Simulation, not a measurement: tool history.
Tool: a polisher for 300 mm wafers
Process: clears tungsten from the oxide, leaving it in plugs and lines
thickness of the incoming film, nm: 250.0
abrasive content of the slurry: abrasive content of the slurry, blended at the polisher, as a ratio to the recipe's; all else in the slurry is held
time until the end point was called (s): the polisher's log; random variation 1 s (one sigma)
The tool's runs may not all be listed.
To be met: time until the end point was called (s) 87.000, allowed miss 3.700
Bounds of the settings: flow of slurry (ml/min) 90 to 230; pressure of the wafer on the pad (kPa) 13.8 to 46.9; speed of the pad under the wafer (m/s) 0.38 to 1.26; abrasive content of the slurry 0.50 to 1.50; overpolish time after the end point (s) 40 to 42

| run | day | flow of slurry (ml/min) | pressure of the wafer on the pad (kPa) | speed of the pad under the wafer (m/s) | abrasive content of the slurry | overpolish time after the end point (s) | time until the end point was called (s) |
|---|---|---|---|---|---|---|---|
| 1 | 0.000 | 150 | 30.3 | 0.82 | 1.00 | 40 | 52.825 |
| 2 | 0.250 | 150 | 30.3 | 0.82 | 1.10 | 40 | 49.638 |
| 3 | 0.500 | 150 | 30.3 | 0.82 | 0.95 | 40 | 52.626 |
| 4 | 0.829 | 150 | 35.9 | 0.82 | 0.95 | 40 | 45.316 |
| 5 | 0.854 | 150 | 29.0 | 0.80 | 0.95 | 40 | 57.336 |
| 6 | 0.892 | 150 | 26.2 | 0.80 | 0.95 | 40 | 61.057 |
| 7 | 1.225 | 150 | 22.8 | 0.80 | 0.95 | 40 | 71.249 |
| 8 | 1.317 | 150 | 20.7 | 0.80 | 0.95 | 40 | 77.976 |
| 9 | 1.438 | 150 | 20.0 | 0.80 | 0.95 | 40 | 79.808 |
| 10 | 1.567 | 150 | 19.3 | 0.80 | 0.95 | 40 | 84.165 |

4 next moves are on the table. One of them brings every result within its allowed miss. Which?
| A | 1.696 | 150 | 17.9 | 0.88 | 1.00 | 42 | ? |
| B | 1.696 | 185 | 17.9 | 0.74 | 1.15 | 42 | ? |
| C | 1.696 | 155 | 20.0 | 0.80 | 1.00 | 41 | ? |
| D | 1.696 | 165 | 18.6 | 1.00 | 0.75 | 42 | ? |

| move | time until the end point was called (s) |
|---|---|
| A | 79.945 |
| B | 87.676 |
| C | 78.566 |
| D | 75.294 |
A: further off than the last run
B: meets every target
C: further off than the last run
D: further off than the last run
The right move is B.
